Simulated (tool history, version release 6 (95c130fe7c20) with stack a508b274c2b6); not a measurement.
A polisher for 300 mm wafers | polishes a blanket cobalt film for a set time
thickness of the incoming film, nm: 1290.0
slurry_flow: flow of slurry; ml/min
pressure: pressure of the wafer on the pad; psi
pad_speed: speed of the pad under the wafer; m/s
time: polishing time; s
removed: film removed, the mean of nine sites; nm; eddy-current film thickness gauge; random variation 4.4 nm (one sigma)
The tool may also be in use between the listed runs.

run  hour  slurry_flow  pressure  pad_speed  time  removed
  1     0          310         2       1.14   117    753.2
  2   8.6          310       1.7       1.14   117   657.17
  3  14.2          310       1.6       1.14   117    620.1
  4    22          310       1.6       1.14   122   652.91
  5  27.6          310       1.6       1.14   122   656.85
  6  35.7          310       1.9       1.14   122   745.93
  7  37.9          310       1.8       1.14   122   709.54
  8  41.1          310       1.7       1.14   122   683.34
  9    43          310       1.6       1.14   122   665.83
 10  48.5          310       1.5       1.14   122   626.07

Forecast run 11:
 11  53.6          305       1.4       1.14   122        ?

{"run 11": {"removed": 597.87}}
